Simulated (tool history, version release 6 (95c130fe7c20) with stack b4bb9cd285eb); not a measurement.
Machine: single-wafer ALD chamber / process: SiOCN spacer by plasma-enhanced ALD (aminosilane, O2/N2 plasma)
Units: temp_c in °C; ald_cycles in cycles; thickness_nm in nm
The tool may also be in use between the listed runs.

run 1 hour=0.0 | temp_c=415 ald_cycles=48 | thickness_nm=2.4290
run 2 hour=4.7 | temp_c=410 ald_cycles=48 | thickness_nm=2.4685
run 3 hour=13.4 | temp_c=403 ald_cycles=48 | thickness_nm=2.4981
run 4 hour=22.0 | temp_c=397 ald_cycles=48 | thickness_nm=2.5291
run 5 hour=25.4 | temp_c=397 ald_cycles=50 | thickness_nm=2.6252
run 6 hour=34.4 | temp_c=403 ald_cycles=50 | thickness_nm=2.5955

Forecast run 7:
run 7 hour=39.0 | temp_c=407 ald_cycles=46 | thickness_nm=?

{"run 7": {"thickness_nm": 2.3702}}
